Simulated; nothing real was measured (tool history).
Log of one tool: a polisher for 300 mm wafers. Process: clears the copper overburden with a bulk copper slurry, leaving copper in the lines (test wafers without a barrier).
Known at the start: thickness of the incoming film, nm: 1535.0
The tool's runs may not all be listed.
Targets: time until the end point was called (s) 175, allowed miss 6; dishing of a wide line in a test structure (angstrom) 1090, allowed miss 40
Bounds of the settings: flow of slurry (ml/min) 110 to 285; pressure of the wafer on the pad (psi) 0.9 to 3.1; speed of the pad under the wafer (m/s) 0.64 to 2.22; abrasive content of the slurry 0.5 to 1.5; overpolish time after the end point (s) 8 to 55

| run | hour | flow of slurry (ml/min) | pressure of the wafer on the pad (psi) | speed of the pad under the wafer (m/s) | abrasive content of the slurry | overpolish time after the end point (s) | time until the end point was called (s) | dishing of a wide line in a test structure (angstrom) |
|---|---|---|---|---|---|---|---|---|
| 1 | 0 | 180 | 2 | 1.42 | 1 | 28 | 152.85 | 988.46 |
| 2 | 0.7 | 175 | 1.9 | 1.4 | 1 | 33 | 168.06 | 988.57 |
| 3 | 8.5 | 175 | 1.9 | 1.4 | 1 | 27 | 167.37 | 928.72 |
| 4 | 14.2 | 175 | 1.9 | 1.38 | 1 | 32 | 170.17 | 1000.1 |
| 5 | 19.4 | 210 | 1.9 | 1.38 | 1 | 32 | 160.34 | 975 |
| 6 | 24.1 | 235 | 1.9 | 1.38 | 1 | 32 | 157.32 | 999.52 |
| 7 | 30.5 | 225 | 1.9 | 1.36 | 1 | 36 | 162.55 | 1012.5 |
| 8 | 36.9 | 215 | 1.9 | 1.36 | 1 | 39 | 162.64 | 1037 |
| 9 | 44.1 | 205 | 1.9 | 1.36 | 1 | 42 | 164.4 | 1037.1 |

5 next moves are on the table. One of them brings every result within its allowed miss. Which?
| A | 51.3 | 225 | 2.2 | 1 | 1.1 | 46 | ? | ? |
| B | 51.3 | 190 | 2.1 | 1.24 | 0.75 | 31 | ? | ? |
| C | 51.3 | 205 | 1.7 | 1.38 | 1.05 | 40 | ? | ? |
| D | 51.3 | 130 | 2 | 1.54 | 1 | 30 | ? | ? |
| E | 51.3 | 170 | 1.8 | 1.4 | 1 | 40 | ? | ? |

| move | time until the end point was called (s) | dishing of a wide line in a test structure (angstrom) |
|---|---|---|
| A | 178.79 | 1063.8 |
| B | 176.25 | 959.88 |
| C | 177.05 | 969.9 |
| D | 158.86 | 969.47 |
| E | 175.31 | 986.85 |
A: meets every target
B: brings the result that was furthest off to its target, and leaves another outside
C: brings the result that was furthest off to its target, and leaves another outside
D: further off than the last run
E: brings the result that was furthest off to its target, and leaves another outside
Move A is the one to make.

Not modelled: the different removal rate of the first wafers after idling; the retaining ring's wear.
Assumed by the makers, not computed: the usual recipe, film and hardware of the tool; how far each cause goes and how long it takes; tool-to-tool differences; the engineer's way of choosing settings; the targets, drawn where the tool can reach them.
